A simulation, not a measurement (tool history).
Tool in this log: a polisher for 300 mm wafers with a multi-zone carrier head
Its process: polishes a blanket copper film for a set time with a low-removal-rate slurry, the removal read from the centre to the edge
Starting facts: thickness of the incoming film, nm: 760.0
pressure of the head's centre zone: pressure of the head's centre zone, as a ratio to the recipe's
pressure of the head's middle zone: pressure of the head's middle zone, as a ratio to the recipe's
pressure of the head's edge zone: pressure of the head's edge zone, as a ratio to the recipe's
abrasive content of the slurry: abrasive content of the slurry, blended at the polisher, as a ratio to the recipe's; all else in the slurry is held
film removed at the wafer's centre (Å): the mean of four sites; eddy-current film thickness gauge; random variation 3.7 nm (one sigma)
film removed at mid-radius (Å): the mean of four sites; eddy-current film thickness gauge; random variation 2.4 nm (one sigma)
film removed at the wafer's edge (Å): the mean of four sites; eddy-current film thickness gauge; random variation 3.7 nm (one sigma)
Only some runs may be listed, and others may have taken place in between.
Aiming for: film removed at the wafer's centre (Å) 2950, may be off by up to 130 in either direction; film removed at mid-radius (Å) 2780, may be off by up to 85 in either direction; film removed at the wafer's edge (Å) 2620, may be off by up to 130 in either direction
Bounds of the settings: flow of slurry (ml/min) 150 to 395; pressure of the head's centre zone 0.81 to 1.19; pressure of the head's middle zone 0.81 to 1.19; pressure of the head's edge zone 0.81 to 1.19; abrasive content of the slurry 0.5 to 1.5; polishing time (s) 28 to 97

run    day  flow of slurry (ml/min)  pressure of the head's centre zone  pressure of the head's middle zone  pressure of the head's edge zone  abrasive content of the slurry  polishing time (s)  film removed at the wafer's centre (Å)  film removed at mid-radius (Å)  film removed at the wafer's edge (Å)
  1      0                      250                                   1                                   1                                 1                               1                  62                                  2269.6                          2341.4                                2276.5
  2  0.096                      250                                   1                                0.93                                 1                               1                  62                                  2257.2                          2162.4                                2290.8
  3  0.154                      260                                1.03                                0.96                              1.02                            1.05                  62                                  2446.1                          2272.3                                2355.2
  4  0.433                      270                                1.04                                0.99                              1.04                             1.1                  62                                  2456.5                          2357.2                                  2396
  5  0.471                      275                                1.06                                1.01                              1.05                            1.15                  62                                  2484.6                            2424                                2398.4
  6  0.692                      275                                1.06                                1.07                              1.05                            1.15                  62                                  2481.5                          2550.7                                2426.6
  7  0.829                      280                                1.09                                1.08                              1.06                             1.2                  62                                  2609.5                          2613.8                                2486.3
  8  1.096                      285                                1.11                                1.09                              1.06                            1.25                  62                                  2641.7                          2647.4                                  2425
  9   1.45                      290                                1.16                                1.06                              1.12                             1.4                  66                                  3117.1                          2837.3                                  2738

Exactly one of the 4 candidate moves below puts every result within its allowed miss. Which one?
  A  1.804                      395                                1.18                                1.06                              1.18                             1.5                  66                                       ?                               ?                                     ?
  B  1.804                      305                                1.17                                1.08                              1.07                             1.5                  62                                       ?                               ?                                     ?
  C  1.804                      360                                1.07                                1.02                              1.19                            1.45                  66                                       ?                               ?                                     ?
  D  1.804                      330                                1.18                                1.02                              1.06                            1.05                  74                                       ?                               ?                                     ?

move  film removed at the wafer's centre (Å)  film removed at mid-radius (Å)  film removed at the wafer's edge (Å)
   A                                  3265.2                          2976.4                                2913.3
   B                                    2970                          2781.1                                2559.9
   C                                  2914.5                          2842.2                                2891.6
   D                                    3356                          2966.8                                2851.1
A: further off than the last run
B: every result within its allowed miss
C: puts the biggest miss on target and leaves a different result outside tolerance
D: further off than the last run
The move that meets every target is B.
